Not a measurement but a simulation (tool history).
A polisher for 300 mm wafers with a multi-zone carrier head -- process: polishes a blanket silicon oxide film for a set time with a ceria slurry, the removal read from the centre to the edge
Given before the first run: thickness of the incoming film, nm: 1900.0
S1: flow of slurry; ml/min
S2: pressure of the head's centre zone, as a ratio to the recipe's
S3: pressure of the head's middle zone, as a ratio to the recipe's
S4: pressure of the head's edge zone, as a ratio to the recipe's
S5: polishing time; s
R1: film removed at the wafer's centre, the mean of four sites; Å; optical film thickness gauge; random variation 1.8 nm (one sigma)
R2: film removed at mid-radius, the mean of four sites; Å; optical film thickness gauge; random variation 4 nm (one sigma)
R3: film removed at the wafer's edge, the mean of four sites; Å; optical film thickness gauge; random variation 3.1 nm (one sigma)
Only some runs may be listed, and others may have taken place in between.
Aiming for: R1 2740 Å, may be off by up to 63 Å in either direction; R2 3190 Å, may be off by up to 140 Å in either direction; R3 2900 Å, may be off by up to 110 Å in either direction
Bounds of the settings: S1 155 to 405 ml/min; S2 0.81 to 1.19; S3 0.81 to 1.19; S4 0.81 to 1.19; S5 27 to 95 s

run	day	S1	S2	S3	S4	S5	R1	R2	R3
1	0	260	1	1	1	61	2575.8	2642	2651.3
2	0.129	265	1	1.02	1.01	61	2533.2	2679.5	2557.5
3	0.208	265	0.99	1.03	1.01	62	2592.3	2715.9	2653.7
4	0.371	265	0.99	1.03	1.01	70	2907.2	3075.9	2977.1
5	0.612	260	0.98	1.04	1.01	70	2891.6	3003.6	3014.9
6	0.879	260	1.04	1.04	1.01	70	3046.3	3022.5	2999.5
7	1.129	260	1.03	1.05	1	70	3016.5	3071.2	2944.9
8	1.304	255	1.02	1.06	1	70	2952.2	3149.4	2934.7
9	1.367	250	1.01	1.06	1	70	2959.3	3084.2	2948.9
10	1.508	250	1.01	1.06	1	70	2937.1	3057.6	2975.5
11	1.862	250	1	1.07	1	70	2903.5	3151.3	2957.3
12	2.217	245	1	1.07	1	70	2885.9	3202.6	2953.3
13	2.567	240	1	1.07	1	70	2871.3	3108.3	2902.6

5 candidate next runs follow, results not yet known. Just one meets every target within its allowed miss. Identify it.
A	2.917	260	1.08	1.03	0.92	68	?	?	?
B	2.917	230	0.94	0.99	0.96	73	?	?	?
C	2.917	230	1.09	1.18	0.86	68	?	?	?
D	2.917	325	0.96	1.13	1.04	67	?	?	?
E	2.917	245	0.98	1.08	1.01	72	?	?	?

move	R1	R2	R3
A	3062.5	2941.4	2781.3
B	2824.7	3029.8	3018.7
C	3058.3	3249.8	2677.6
D	2734.2	3180	2927.5
E	2925	3220.5	3054.1
A: lands further from the targets than the last run did
B: nearer than the last run, and not there yet
C: lands further from the targets than the last run did
D: every result within its allowed miss
E: lands further from the targets than the last run did
Answer: D
